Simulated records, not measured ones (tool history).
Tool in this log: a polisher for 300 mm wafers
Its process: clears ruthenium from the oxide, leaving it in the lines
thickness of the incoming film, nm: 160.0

run	hour	flow of slurry (ml/min)	pressure of the wafer on the pad (kPa)	speed of the pad under the wafer (cm/s)	overpolish time after the end point (s)	time until the end point was called (s)
1	0.0	205	15.9	110	6	111.67
2	3.1	205	15.9	88	6	136.25
3	9.5	205	11.7	88	6	178.96
4	15.7	205	10.3	84	6	216.65
5	23.3	205	10.3	98	6	186.02
6	28.4	205	9.7	94	6	209.12
7	31.7	205	9.0	92	6	226.96

Predict the results of run 8:
8	33.3	205	8.3	90	6	?

Logged for run 8: time until the end point was called (s) 254.34.
